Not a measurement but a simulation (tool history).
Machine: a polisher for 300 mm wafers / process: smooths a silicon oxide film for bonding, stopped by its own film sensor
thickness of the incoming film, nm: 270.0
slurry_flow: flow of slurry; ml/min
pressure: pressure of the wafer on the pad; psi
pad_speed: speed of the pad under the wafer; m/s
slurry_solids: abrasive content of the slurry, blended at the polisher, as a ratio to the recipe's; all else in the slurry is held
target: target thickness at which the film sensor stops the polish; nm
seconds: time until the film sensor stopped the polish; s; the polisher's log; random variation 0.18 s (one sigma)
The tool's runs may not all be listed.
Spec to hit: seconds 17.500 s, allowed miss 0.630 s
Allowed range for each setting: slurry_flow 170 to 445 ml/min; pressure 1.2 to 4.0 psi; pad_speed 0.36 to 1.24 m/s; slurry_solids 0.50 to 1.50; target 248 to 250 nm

run    day  slurry_flow  pressure  pad_speed  slurry_solids  target  seconds
  1  0.000          285       2.6       0.80           1.00     248   27.326
  2  0.258          285       2.9       0.80           1.00     248   24.664
  3  0.404          285       2.9       0.80           1.00     248   24.982
  4  0.496          285       2.9       0.90           1.00     248   22.282
  5  0.750          285       3.1       0.90           1.00     248   21.243
  6  0.946          285       3.1       0.90           1.20     248   19.985
  7  1.267          285       3.2       0.90           1.20     248   19.697
  8  1.462          285       3.3       0.90           1.20     248   18.560
  9  1.808          285       3.4       0.90           1.20     248   18.305

Exactly one of the 4 candidate moves below puts every result within its allowed miss. Which one?
  A  2.154          235       3.3       0.88           1.20     248        ?
  B  2.154          310       2.7       0.98           1.25     249        ?
  C  2.154          320       2.9       1.08           1.20     249        ?
  D  2.154          260       3.2       0.88           1.25     249        ?

move  seconds
   A   19.473
   B   19.854
   C   17.329
   D   18.667
A: further off than the last run
B: further off than the last run
C: hits every target within its allowed miss
D: further off than the last run
Answer: C

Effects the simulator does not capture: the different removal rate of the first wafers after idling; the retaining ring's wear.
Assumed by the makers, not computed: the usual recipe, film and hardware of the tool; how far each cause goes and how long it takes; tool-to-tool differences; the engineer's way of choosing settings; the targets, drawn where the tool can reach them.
